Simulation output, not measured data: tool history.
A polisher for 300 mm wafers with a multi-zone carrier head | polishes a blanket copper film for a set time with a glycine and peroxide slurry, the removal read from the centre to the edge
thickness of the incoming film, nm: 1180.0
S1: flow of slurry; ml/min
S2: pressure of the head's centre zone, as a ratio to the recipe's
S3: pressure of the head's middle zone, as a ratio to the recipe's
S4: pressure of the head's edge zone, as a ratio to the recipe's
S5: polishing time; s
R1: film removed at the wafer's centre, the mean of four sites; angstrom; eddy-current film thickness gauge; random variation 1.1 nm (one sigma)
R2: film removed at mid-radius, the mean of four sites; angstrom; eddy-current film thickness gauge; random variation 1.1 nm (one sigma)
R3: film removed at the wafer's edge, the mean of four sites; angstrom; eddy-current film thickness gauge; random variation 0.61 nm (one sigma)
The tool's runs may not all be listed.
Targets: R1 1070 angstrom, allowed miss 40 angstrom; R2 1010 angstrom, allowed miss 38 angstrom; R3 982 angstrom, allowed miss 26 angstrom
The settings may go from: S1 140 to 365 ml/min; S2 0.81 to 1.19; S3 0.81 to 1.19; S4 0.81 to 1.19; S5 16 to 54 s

run,day,S1,S2,S3,S4,S5,R1,R2,R3
1,0,235,1,1,1,35,1492.8,1479.9,1550.5
2,0.288,280,1,1,1,35,1536,1499.1,1533.8
3,0.358,290,1,0.99,0.96,31,1360.1,1330.5,1349.6
4,0.571,290,1,0.99,0.96,26,1146.7,1114.3,1133.9
5,0.754,290,1,0.99,0.96,32,1401.9,1404.4,1398.3
6,1.129,290,0.94,0.99,0.96,32,1328.4,1377.1,1401.3
7,1.371,300,0.97,0.99,0.94,29,1251.2,1251.4,1257.2
8,1.571,275,1,0.95,0.84,23,1007.4,960.22,946.82

Which of these 5 next moves meets every target?
A,1.771,275,1.17,1.08,0.81,23,?,?,?
B,1.771,295,1.13,1.14,0.81,23,?,?,?
C,1.771,195,1.1,1.04,0.93,24,?,?,?
D,1.771,280,1.13,0.95,0.81,24,?,?,?
E,1.771,285,1.14,1.1,0.81,23,?,?,?

move,R1,R2,R3
A,1167.8,1048.9,925.7
B,1137.7,1107.3,930.34
C,1085.6,1010.8,989.93
D,1178.2,984.19,969.11
E,1142.9,1069.9,928.24
A: takes the result that was furthest off past its target
B: takes the result that was furthest off past its target
C: meets every target
D: takes the result that was furthest off past its target
E: takes the result that was furthest off past its target
Answer: C
